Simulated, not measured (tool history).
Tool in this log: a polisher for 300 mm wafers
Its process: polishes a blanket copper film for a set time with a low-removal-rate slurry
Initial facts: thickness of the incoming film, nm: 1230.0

| run | hour | flow of slurry (ml/min) | pressure of the wafer on the pad (psi) | speed of the pad under the wafer (m/s) | abrasive content of the slurry | polishing time (s) | film removed (angstrom) |
|---|---|---|---|---|---|---|---|
| 1 | 0.0 | 185 | 2.8 | 1.40 | 1.0 | 81 | 3336.8 |
| 2 | 7.3 | 185 | 3.1 | 1.42 | 1.0 | 81 | 3865.6 |
| 3 | 8.3 | 185 | 3.4 | 1.42 | 1.0 | 81 | 4139.2 |
| 4 | 13.1 | 185 | 3.6 | 1.46 | 1.0 | 81 | 4529.2 |
| 5 | 14.6 | 185 | 3.8 | 1.50 | 1.0 | 81 | 4879.2 |
| 6 | 16.9 | 185 | 3.9 | 1.54 | 1.0 | 81 | 5081.9 |
| 7 | 19.8 | 185 | 4.0 | 1.58 | 1.0 | 81 | 5457.0 |

What will run 8 give?
|  | 22.3 | slurry nozzle cleaned |
| 8 | 22.3 | 185 | 4.1 | 1.60 | 1.0 | 81 | ? |

Run 8 yielded film removed (angstrom) 5989.3.
